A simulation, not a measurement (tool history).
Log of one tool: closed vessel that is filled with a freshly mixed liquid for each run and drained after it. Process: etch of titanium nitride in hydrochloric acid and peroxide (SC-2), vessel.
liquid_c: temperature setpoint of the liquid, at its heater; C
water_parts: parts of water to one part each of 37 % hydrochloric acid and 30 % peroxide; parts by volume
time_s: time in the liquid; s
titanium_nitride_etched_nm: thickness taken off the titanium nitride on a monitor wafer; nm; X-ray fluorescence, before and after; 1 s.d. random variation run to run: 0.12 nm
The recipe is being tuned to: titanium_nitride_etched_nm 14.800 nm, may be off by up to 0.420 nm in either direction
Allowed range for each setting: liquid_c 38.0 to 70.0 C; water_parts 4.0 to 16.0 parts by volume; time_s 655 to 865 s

run 1 hour=0.0 | liquid_c=54.0 water_parts=9.0 time_s=865 | titanium_nitride_etched_nm=17.192
run 2 hour=5.3 | liquid_c=54.0 water_parts=9.0 time_s=655 | titanium_nitride_etched_nm=12.965
run 3 hour=13.6 | liquid_c=54.5 water_parts=9.0 time_s=655 | titanium_nitride_etched_nm=13.492
run 4 hour=19.3 | liquid_c=55.0 water_parts=9.0 time_s=655 | titanium_nitride_etched_nm=13.837
run 5 hour=23.9 | liquid_c=55.0 water_parts=9.0 time_s=655 | titanium_nitride_etched_nm=13.718
run 6 hour=28.9 | liquid_c=55.0 water_parts=11.5 time_s=655 | titanium_nitride_etched_nm=11.402
run 7 hour=34.5 | liquid_c=56.5 water_parts=11.5 time_s=655 | titanium_nitride_etched_nm=12.437
run 8 hour=37.9 | liquid_c=57.5 water_parts=11.5 time_s=655 | titanium_nitride_etched_nm=13.306
run 9 hour=41.8 | liquid_c=58.0 water_parts=11.5 time_s=655 | titanium_nitride_etched_nm=13.799

Consider the 4 candidate settings below. Which is the only one whose results all fall within their allowed miss of target?
run A hour=45.7 | liquid_c=60.5 water_parts=14.5 time_s=780 | titanium_nitride_etched_nm=?
run B hour=45.7 | liquid_c=57.0 water_parts=11.0 time_s=725 | titanium_nitride_etched_nm=?
run C hour=45.7 | liquid_c=56.0 water_parts=10.0 time_s=760 | titanium_nitride_etched_nm=?
run D hour=45.7 | liquid_c=58.5 water_parts=11.0 time_s=690 | titanium_nitride_etched_nm=?

move=A titanium_nitride_etched_nm=15.840
move=B titanium_nitride_etched_nm=14.978
move=C titanium_nitride_etched_nm=15.954
move=D titanium_nitride_etched_nm=15.682
A: carries the result that was furthest off beyond its target, to the other side
B: every result lands within tolerance
C: carries the result that was furthest off beyond its target, to the other side
D: carries the result that was furthest off beyond its target, to the other side
B meets every target.
